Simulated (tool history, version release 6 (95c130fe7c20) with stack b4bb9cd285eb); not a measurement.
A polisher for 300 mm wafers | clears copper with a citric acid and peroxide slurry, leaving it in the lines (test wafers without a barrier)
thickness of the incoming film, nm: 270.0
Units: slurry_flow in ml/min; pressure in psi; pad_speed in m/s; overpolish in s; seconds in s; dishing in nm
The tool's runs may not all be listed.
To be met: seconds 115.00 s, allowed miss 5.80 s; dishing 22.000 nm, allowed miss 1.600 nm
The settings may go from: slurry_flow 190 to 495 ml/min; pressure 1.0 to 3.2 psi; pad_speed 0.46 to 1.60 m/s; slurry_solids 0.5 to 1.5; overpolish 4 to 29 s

run  hour  slurry_flow  pressure  pad_speed  slurry_solids  overpolish  seconds  dishing
  1   0.0          320       2.1       1.02            1.0          15   144.58   20.257
  2   5.9          320       1.7       1.02            1.0          15   180.35   17.169
  3  12.5          320       1.7       1.02            1.0          18   181.40   19.636
  4  16.9          320       2.0       1.02            1.0          16   151.13   19.947
  5  18.9          320       1.6       1.02            1.0          16   189.83   16.405
  6  23.5          320       1.9       1.04            1.0          15   154.90   18.733
  7  26.0          320       2.1       1.04            1.0          15   141.98   20.719
     35.0  -- slurry nozzle cleaned
  8  35.0          320       2.2       1.04            1.0          14   134.73   20.547
  9  43.9          320       2.3       1.04            1.0          14   129.30   21.354

5 next moves are on the table. One of them brings every result within its allowed miss. Which?
  A  52.8          325       2.1       0.94            1.1          18        ?        ?
  B  52.8          315       2.3       1.32            1.0          12        ?        ?
  C  52.8          290       2.6       1.08            1.3          12        ?        ?
  D  52.8          355       2.5       1.20            1.0          10        ?        ?
  E  52.8          365       2.4       1.10            1.0          13        ?        ?

move  seconds  dishing
   A   151.59   23.293
   B   102.43   23.076
   C   103.92   22.885
   D   102.98   19.491
   E   116.47   22.124
A: further off than the last run
B: takes the result that was furthest off past its target
C: takes the result that was furthest off past its target
D: takes the result that was furthest off past its target
E: meets every target
Answer: E

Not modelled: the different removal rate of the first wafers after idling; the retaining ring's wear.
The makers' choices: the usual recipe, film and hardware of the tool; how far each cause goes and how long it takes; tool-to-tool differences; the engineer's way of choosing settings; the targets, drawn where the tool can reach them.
